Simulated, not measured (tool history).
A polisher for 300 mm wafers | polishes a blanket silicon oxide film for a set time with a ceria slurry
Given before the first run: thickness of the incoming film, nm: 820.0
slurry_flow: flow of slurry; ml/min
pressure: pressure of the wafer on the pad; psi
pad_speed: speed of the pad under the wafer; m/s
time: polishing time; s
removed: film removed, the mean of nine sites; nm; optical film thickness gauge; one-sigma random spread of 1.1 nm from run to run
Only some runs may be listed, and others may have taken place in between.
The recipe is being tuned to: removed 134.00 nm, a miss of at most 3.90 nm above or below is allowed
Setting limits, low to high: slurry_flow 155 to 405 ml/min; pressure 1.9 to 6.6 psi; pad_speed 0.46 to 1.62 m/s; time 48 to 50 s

run  hour  slurry_flow  pressure  pad_speed  time  removed
  1   0.0          260       4.2       1.04    48   238.31
  2   0.7          260       4.2       0.94    48   213.97
  3   7.5          260       3.5       0.94    48   182.72
  4  15.0          260       3.5       1.06    48   203.83
  5  17.0          260       2.9       1.04    48   165.81
  6  20.5          260       2.9       0.94    48   150.93
  7  28.6          260       2.8       0.94    48   144.86
  8  33.1          260       2.7       0.94    48   141.99

Pick the move, out of 5, that brings all results within their allowed miss; only one does.
  A  37.6          205       2.6       1.02    50        ?
  B  37.6          270       2.1       1.08    50        ?
  C  37.6          260       2.3       0.98    48        ?
  D  37.6          180       2.3       1.02    48        ?
  E  37.6          310       2.3       0.90    50        ?

move  removed
   A   150.24
   B   132.85
   C   126.10
   D   126.78
   E   122.64
A: lands further from the targets than the last run did
B: every result within its allowed miss
C: carries the result that was furthest off beyond its target, to the other side
D: carries the result that was furthest off beyond its target, to the other side
E: carries the result that was furthest off beyond its target, to the other side
So the answer is move B, the one that meets all the targets.
